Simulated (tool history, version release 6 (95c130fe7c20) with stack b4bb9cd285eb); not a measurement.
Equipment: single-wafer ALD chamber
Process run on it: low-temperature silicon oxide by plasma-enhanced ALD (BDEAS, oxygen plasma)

| run | hour | heater temperature setpoint (°C) | number of ALD cycles (cycles) | mean film thickness on the monitor wafer (angstrom) |
|---|---|---|---|---|
| 1 | 0 | 105 | 65 | 86.521 |
| 2 | 6.6 | 116 | 65 | 84.039 |
| 3 | 8.3 | 116 | 59 | 76.348 |
| 4 | 10.1 | 125 | 59 | 74.19 |
| 5 | 17.5 | 125 | 65 | 82.271 |
| 6 | 26.2 | 125 | 57 | 73.026 |

Expected results for the next run?
| 7 | 26.9 | 125 | 56 | ? |

{"run 7": {"mean film thickness on the monitor wafer (angstrom)": 71.058}}

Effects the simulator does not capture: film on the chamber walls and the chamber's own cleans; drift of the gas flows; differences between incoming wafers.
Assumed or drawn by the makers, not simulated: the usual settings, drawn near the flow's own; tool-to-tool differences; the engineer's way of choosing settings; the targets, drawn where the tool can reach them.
